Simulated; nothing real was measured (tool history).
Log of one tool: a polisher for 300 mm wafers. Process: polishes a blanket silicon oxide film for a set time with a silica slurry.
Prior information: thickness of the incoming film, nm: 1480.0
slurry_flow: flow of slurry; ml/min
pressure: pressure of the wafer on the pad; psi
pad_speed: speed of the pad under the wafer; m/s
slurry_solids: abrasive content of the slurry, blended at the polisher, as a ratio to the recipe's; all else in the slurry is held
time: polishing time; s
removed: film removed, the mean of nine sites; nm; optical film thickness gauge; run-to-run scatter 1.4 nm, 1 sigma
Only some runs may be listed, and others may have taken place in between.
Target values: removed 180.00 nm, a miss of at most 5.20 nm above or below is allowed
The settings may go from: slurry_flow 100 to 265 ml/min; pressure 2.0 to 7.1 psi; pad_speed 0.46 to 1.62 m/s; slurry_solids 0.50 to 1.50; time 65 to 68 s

run  hour  slurry_flow  pressure  pad_speed  slurry_solids  time  removed
  1   0.0          170       4.5       1.04           1.00    65   244.80
  2   4.6          170       4.5       1.04           1.00    68   261.13
  3   7.6          170       4.5       1.04           0.85    68   243.84
  4  12.7          170       4.5       1.18           0.85    68   271.38
  5  17.1          170       4.5       0.96           0.85    68   230.24
  6  20.1          130       4.5       0.96           0.85    68   217.46
  7  25.7          125       4.3       0.96           0.85    68   214.60
  8  26.9          125       4.0       0.96           0.85    68   203.94
  9  32.2          125       3.8       0.96           0.85    68   199.67
 10  33.7          125       3.6       0.96           0.85    68   188.39
 11  40.9          125       3.5       0.96           0.85    68   185.64

Exercise: of the 4 proposed moves below, exactly one satisfies all targets within the stated allowed misses. Which move is it?
  A  48.1          105       2.7       1.20           0.90    65        ?
  B  48.1          120       3.7       1.16           0.65    65        ?
  C  48.1          120       4.0       1.02           0.80    65        ?
  D  48.1          100       4.0       1.00           0.85    65        ?

move  removed
   A   178.96
   B   193.01
   C   195.59
   D   189.41
A: each result inside its tolerance
B: its largest miss is bigger than the last run's
C: its largest miss is bigger than the last run's
D: its largest miss is bigger than the last run's
The right move is A.

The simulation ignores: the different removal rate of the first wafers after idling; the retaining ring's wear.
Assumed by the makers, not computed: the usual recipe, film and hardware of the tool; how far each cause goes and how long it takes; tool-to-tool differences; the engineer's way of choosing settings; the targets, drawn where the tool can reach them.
